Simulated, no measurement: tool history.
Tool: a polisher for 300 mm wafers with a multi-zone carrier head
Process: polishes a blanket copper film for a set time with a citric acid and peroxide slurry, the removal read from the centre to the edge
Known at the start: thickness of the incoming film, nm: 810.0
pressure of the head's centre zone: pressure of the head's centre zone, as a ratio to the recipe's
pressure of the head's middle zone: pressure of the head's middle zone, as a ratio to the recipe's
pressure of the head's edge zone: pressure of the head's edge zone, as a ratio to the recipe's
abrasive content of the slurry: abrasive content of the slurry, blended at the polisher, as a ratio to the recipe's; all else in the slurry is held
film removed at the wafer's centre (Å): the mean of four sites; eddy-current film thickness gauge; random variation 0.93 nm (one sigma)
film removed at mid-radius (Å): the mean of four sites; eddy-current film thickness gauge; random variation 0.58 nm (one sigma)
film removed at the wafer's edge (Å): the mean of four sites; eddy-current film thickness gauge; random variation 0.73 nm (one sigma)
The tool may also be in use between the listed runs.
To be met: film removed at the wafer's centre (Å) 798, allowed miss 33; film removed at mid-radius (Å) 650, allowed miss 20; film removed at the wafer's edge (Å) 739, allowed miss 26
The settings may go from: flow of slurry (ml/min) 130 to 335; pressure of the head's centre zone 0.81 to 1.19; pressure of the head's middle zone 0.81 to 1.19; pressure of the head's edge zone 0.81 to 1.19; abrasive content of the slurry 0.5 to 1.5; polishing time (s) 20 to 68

| run | hour | flow of slurry (ml/min) | pressure of the head's centre zone | pressure of the head's middle zone | pressure of the head's edge zone | abrasive content of the slurry | polishing time (s) | film removed at the wafer's centre (Å) | film removed at mid-radius (Å) | film removed at the wafer's edge (Å) |
|---|---|---|---|---|---|---|---|---|---|---|
| 1 | 0 | 215 | 1 | 1 | 1 | 1 | 44 | 750.04 | 741.32 | 781.74 |
| 2 | 8.5 | 205 | 1.03 | 0.96 | 0.98 | 1 | 44 | 793.33 | 703.6 | 780.27 |
| 3 | 14.2 | 205 | 1.09 | 0.96 | 0.98 | 1 | 44 | 835.86 | 710.46 | 786.58 |
| 4 | 19.4 | 240 | 1.09 | 0.96 | 0.98 | 1 | 44 | 853.49 | 717.55 | 790.47 |
| 5 | 26.1 | 235 | 1.08 | 0.94 | 0.96 | 0.95 | 44 | 838.11 | 688.12 | 780.54 |
| 6 | 34.9 | 235 | 1.08 | 0.94 | 0.89 | 0.95 | 44 | 843.87 | 706.29 | 733.48 |
| 7 | 40.1 | 230 | 1.07 | 0.92 | 0.9 | 0.95 | 44 | 802.7 | 678.45 | 738.28 |
| 8 | 42.4 | 230 | 1.07 | 0.91 | 0.9 | 0.95 | 44 | 809.46 | 674.58 | 747.56 |

4 next moves are on the table. One of them brings every result within its allowed miss. Which?
| A | 44.7 | 220 | 1.02 | 0.9 | 0.92 | 1 | 39 | ? | ? | ? |
| B | 44.7 | 265 | 1.04 | 0.89 | 0.91 | 0.9 | 40 | ? | ? | ? |
| C | 44.7 | 225 | 0.99 | 0.95 | 0.95 | 0.95 | 44 | ? | ? | ? |
| D | 44.7 | 245 | 1.07 | 0.91 | 0.95 | 1.15 | 40 | ? | ? | ? |

| move | film removed at the wafer's centre (Å) | film removed at mid-radius (Å) | film removed at the wafer's edge (Å) |
|---|---|---|---|
| A | 702.18 | 592 | 680.15 |
| B | 734.8 | 600.49 | 689.46 |
| C | 762.67 | 692.8 | 770.66 |
| D | 791.05 | 640.26 | 737.09 |
A: takes the result that was furthest off past its target
B: takes the result that was furthest off past its target
C: further off than the last run
D: meets every target
The right move is D.
